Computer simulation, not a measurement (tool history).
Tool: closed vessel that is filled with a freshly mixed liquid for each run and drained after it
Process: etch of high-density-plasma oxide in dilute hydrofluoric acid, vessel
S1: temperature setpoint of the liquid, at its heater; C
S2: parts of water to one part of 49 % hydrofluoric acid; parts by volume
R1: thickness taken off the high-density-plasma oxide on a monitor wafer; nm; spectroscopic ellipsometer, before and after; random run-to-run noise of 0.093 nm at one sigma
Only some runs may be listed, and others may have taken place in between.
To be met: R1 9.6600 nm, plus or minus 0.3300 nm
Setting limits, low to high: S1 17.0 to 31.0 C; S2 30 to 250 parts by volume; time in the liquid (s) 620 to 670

{"run": 1, "day": 0.0, "S1": 23.0, "S2": 140, "time in the liquid (s)": 620, "R1": 18.901}
{"run": 2, "day": 0.392, "S1": 23.0, "S2": 140, "time in the liquid (s)": 620, "R1": 18.998}
{"run": 3, "day": 0.567, "S1": 23.0, "S2": 140, "time in the liquid (s)": 670, "R1": 20.205}
{"run": 4, "day": 0.717, "S1": 22.5, "S2": 150, "time in the liquid (s)": 670, "R1": 18.091}
{"run": 5, "day": 0.846, "S1": 22.5, "S2": 125, "time in the liquid (s)": 670, "R1": 22.668}
{"run": 6, "day": 1.192, "S1": 24.5, "S2": 125, "time in the liquid (s)": 670, "R1": 24.503}
{"run": 7, "day": 1.496, "S1": 24.5, "S2": 125, "time in the liquid (s)": 670, "R1": 24.418}
{"run": 8, "day": 1.6, "S1": 23.5, "S2": 135, "time in the liquid (s)": 670, "R1": 21.828}
{"run": 9, "day": 1.962, "S1": 23.0, "S2": 145, "time in the liquid (s)": 670, "R1": 19.287}
{"run": 10, "day": 2.225, "S1": 22.5, "S2": 150, "time in the liquid (s)": 670, "R1": 18.204}

Of the 5 settings listed for the next run, only one would bring every result within its allowed miss of target. Which one?
{"run": "A", "day": 2.488, "S1": 18.0, "S2": 200, "time in the liquid (s)": 640, "R1": "?"}
{"run": "B", "day": 2.488, "S1": 19.0, "S2": 220, "time in the liquid (s)": 630, "R1": "?"}
{"run": "C", "day": 2.488, "S1": 21.5, "S2": 220, "time in the liquid (s)": 620, "R1": "?"}
{"run": "D", "day": 2.488, "S1": 21.0, "S2": 215, "time in the liquid (s)": 620, "R1": "?"}
{"run": "E", "day": 2.488, "S1": 20.0, "S2": 80, "time in the liquid (s)": 670, "R1": "?"}

move=A R1=10.3990
move=B R1=9.4962
move=C R1=10.2780
move=D R1=10.3720
move=E R1=33.4120
A: closer than the last run, but not yet in spec
B: hits every target within its allowed miss
C: closer than the last run, but not yet in spec
D: closer than the last run, but not yet in spec
E: its largest miss is bigger than the last run's
Move B is the one to make.

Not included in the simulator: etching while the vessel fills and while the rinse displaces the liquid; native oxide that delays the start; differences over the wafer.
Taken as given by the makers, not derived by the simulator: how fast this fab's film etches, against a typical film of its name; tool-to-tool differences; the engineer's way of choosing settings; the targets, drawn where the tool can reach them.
